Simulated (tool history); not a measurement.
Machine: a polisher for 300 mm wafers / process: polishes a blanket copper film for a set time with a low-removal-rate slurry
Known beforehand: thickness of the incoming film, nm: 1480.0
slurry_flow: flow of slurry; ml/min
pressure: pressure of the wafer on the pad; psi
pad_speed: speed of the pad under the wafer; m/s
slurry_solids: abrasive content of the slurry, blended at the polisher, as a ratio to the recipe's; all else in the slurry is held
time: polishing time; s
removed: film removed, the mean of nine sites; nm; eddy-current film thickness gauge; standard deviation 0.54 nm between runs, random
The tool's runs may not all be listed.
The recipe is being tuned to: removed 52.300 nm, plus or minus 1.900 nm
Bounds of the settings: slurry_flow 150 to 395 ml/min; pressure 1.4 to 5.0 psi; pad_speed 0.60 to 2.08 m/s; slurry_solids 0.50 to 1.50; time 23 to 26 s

run  hour  slurry_flow  pressure  pad_speed  slurry_solids  time  removed
  1   0.0          250       3.2       1.34           1.00    26  124.530
  2   2.8          250       2.6       1.20           1.00    26   94.378
  3  11.3          250       2.2       1.10           1.00    26   75.737
  4  15.8          250       2.2       1.28           1.00    26   89.552
  5  21.6          250       2.2       1.28           1.15    26   90.450
  6  27.6          250       2.2       1.28           1.25    26   91.612
  7  36.7          250       1.9       1.14           1.25    26   73.398
  8  44.1          250       1.7       1.08           1.25    26   64.817
  9  51.4          250       1.6       1.04           1.25    26   59.895
 10  52.9          250       1.5       1.02           1.25    26   56.809
 11  53.9          250       1.5       1.00           1.25    26   55.648

Exercise: of the 5 proposed moves below, exactly one satisfies all targets within the stated allowed misses. Which move is it?
  A  54.9          285       1.7       1.00           1.40    23        ?
  B  54.9          200       1.5       1.12           1.10    23        ?
  C  54.9          190       1.4       1.20           1.05    26        ?
  D  54.9          155       2.3       0.82           1.25    25        ?
  E  54.9          285       1.4       1.12           1.25    25        ?

move  removed
   A   55.908
   B   52.770
   C   60.031
   D   56.176
   E   58.418
A: its largest miss is bigger than the last run's
B: in spec on every target
C: its largest miss is bigger than the last run's
D: its largest miss is bigger than the last run's
E: its largest miss is bigger than the last run's
The right move is B.
